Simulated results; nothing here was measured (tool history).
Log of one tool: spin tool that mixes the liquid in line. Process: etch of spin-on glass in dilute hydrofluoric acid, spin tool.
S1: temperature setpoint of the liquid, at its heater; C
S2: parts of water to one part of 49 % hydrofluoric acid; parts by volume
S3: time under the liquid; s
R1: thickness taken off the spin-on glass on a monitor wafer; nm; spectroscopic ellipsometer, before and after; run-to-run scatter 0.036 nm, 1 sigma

run	hour	S1	S2	S3	R1
1	0	26	55	15	6.4938
2	8.4	25	55	15	6.2894
3	17	25	75	15	4.4514
4	19.3	25.5	75	15	4.5469
5	24.4	22.5	75	15	4.02
6	30.9	23.5	75	15	4.1718
7	32.5	24.5	75	15	4.3969

Run 8 comes next. What will it give?
8	33.4	25	75	15	?

{"run 8": {"R1": 4.4621}}
